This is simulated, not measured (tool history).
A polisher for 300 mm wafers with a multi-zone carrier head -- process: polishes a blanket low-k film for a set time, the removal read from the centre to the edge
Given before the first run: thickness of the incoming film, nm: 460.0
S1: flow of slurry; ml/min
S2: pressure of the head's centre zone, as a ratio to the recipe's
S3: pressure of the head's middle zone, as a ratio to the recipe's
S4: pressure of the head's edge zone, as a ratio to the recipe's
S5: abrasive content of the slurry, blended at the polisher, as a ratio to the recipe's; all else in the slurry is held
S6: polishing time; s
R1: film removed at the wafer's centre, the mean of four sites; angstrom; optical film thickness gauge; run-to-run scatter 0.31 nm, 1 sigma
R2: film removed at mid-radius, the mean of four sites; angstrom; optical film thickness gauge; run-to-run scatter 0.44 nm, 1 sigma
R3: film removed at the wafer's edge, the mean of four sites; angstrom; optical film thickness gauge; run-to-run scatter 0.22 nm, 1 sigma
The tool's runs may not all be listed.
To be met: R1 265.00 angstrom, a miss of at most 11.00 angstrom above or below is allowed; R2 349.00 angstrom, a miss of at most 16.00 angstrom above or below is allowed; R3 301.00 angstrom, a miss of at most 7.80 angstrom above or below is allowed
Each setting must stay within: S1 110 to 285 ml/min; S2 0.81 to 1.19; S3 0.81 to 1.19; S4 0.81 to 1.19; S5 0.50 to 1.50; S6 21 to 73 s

run	hour	S1	S2	S3	S4	S5	S6	R1	R2	R3
1	0.0	180	1.00	1.00	1.00	1.00	47	250.97	256.56	260.98
2	8.4	180	1.00	1.00	1.00	1.20	47	275.36	281.97	287.06
3	10.3	185	0.99	1.02	1.00	1.20	47	278.37	287.05	286.55
4	14.0	185	0.97	1.04	1.00	1.20	47	274.30	293.25	287.00
5	19.3	220	0.97	1.04	1.00	1.20	47	282.79	294.51	289.44
6	20.1	220	0.97	1.04	1.04	1.20	47	280.64	306.56	296.12
7	21.4	220	0.96	1.05	1.05	1.20	47	273.91	297.44	302.91
8	24.9	220	0.94	1.07	1.04	1.20	47	269.30	309.96	301.91
9	30.1	220	0.94	1.08	1.04	1.20	47	267.85	306.87	300.42
10	37.5	225	0.93	1.09	1.03	1.20	47	270.79	305.93	296.95
11	38.1	225	0.92	1.10	1.02	1.20	47	271.35	307.48	296.65
12	41.3	230	0.91	1.11	1.02	1.20	47	269.47	323.23	296.81
13	47.4	230	0.91	1.12	1.02	1.20	47	265.67	312.98	297.79

Pick the move, out of 4, that brings all results within their allowed miss; only one does.
A	53.5	250	0.85	1.17	0.95	1.45	45	?	?	?
B	53.5	220	0.99	0.92	1.14	1.15	46	?	?	?
C	53.5	255	0.98	1.05	1.13	1.15	45	?	?	?
D	53.5	185	0.95	1.03	1.19	1.15	47	?	?	?

move	R1	R2	R3
A	256.19	342.65	302.17
B	267.81	257.89	301.26
C	265.20	284.10	297.19
D	255.31	279.29	308.10
A: each result inside its tolerance
B: further off than the last run
C: further off than the last run
D: further off than the last run
The move that meets every target is A.
